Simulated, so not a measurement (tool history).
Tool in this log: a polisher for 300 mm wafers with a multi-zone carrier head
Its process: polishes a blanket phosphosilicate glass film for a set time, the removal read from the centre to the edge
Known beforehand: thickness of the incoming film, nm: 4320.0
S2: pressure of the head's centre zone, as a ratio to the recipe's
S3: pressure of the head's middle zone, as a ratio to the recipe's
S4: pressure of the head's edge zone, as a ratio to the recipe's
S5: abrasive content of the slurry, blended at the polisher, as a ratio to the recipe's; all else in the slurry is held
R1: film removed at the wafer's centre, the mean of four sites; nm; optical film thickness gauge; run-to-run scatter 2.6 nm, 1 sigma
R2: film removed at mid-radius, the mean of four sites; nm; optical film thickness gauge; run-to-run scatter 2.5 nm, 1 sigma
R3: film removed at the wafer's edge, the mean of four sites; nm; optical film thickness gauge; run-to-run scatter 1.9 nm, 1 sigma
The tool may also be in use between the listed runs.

{"run": 1, "hour": 0.0, "flow of slurry (ml/min)": 215, "S2": 1.0, "S3": 1.0, "S4": 1.0, "S5": 1.0, "polishing time (s)": 44, "R1": 295.9, "R2": 278.02, "R3": 298.05}
{"run": 2, "hour": 3.3, "flow of slurry (ml/min)": 245, "S2": 1.0, "S3": 1.0, "S4": 1.0, "S5": 1.0, "polishing time (s)": 44, "R1": 300.1, "R2": 301.89, "R3": 302.64}
{"run": 3, "hour": 11.5, "flow of slurry (ml/min)": 225, "S2": 0.98, "S3": 0.97, "S4": 0.98, "S5": 0.85, "polishing time (s)": 42, "R1": 265.25, "R2": 243.87, "R3": 253.34}
{"run": 4, "hour": 16.1, "flow of slurry (ml/min)": 205, "S2": 0.93, "S3": 0.95, "S4": 0.99, "S5": 0.75, "polishing time (s)": 41, "R1": 223.74, "R2": 210.63, "R3": 235.61}
{"run": 5, "hour": 18.6, "flow of slurry (ml/min)": 195, "S2": 0.91, "S3": 0.92, "S4": 0.96, "S5": 0.7, "polishing time (s)": 41, "R1": 211.25, "R2": 200.88, "R3": 220.52}
{"run": 6, "hour": 22.6, "flow of slurry (ml/min)": 195, "S2": 0.91, "S3": 0.96, "S4": 0.96, "S5": 0.7, "polishing time (s)": 41, "R1": 211.49, "R2": 205.28, "R3": 218.29}
{"run": 7, "hour": 27.7, "flow of slurry (ml/min)": 180, "S2": 0.9, "S3": 0.92, "S4": 0.95, "S5": 0.65, "polishing time (s)": 41, "R1": 189.49, "R2": 192.08, "R3": 204.54}
{"run": 8, "hour": 32.8, "flow of slurry (ml/min)": 180, "S2": 0.9, "S3": 0.92, "S4": 0.95, "S5": 0.65, "polishing time (s)": 41, "R1": 194.28, "R2": 192.62, "R3": 208.54}
{"run": 9, "hour": 36.4, "flow of slurry (ml/min)": 180, "S2": 0.92, "S3": 0.89, "S4": 0.96, "S5": 0.6, "polishing time (s)": 41, "R1": 187.57, "R2": 175.66, "R3": 197.8}

Forecast run 10:
{"run": 10, "hour": 40.3, "flow of slurry (ml/min)": 180, "S2": 0.92, "S3": 0.89, "S4": 0.96, "S5": 0.6, "polishing time (s)": 41, "R1": "?", "R2": "?", "R3": "?"}

{"run 10": {"R1": 184.96, "R2": 175.07, "R3": 198.73}}
